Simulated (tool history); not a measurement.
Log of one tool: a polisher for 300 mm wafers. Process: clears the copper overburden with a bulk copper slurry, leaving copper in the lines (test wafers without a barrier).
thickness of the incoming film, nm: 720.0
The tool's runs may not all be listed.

run	hour	flow of slurry (ml/min)	pressure of the wafer on the pad (psi)	speed of the pad under the wafer (cm/s)	abrasive content of the slurry	overpolish time after the end point (s)	time until the end point was called (s)	dishing of a wide line in a test structure (Å)
1	0	265	2.4	84	1	24	126.19	609.45
2	3.5	265	2.4	64	1	24	163.87	543.1
3	6.6	265	2.4	76	1	24	136.84	567.04
4	14.4	265	2.8	76	1	24	116.53	648.61
5	23.1	265	2.8	76	0.85	24	119.03	635.44
6	25.2	265	3.3	76	0.85	24	99.183	682.36
7	33.5	265	3.2	76	0.85	24	105.73	686.96

Run 8 comes next. What will it give?
8	40.2	265	3.1	76	0.85	24	?	?

{"run 8": {"time until the end point was called (s)": 106.4, "dishing of a wide line in a test structure (Å)": 670.64}}
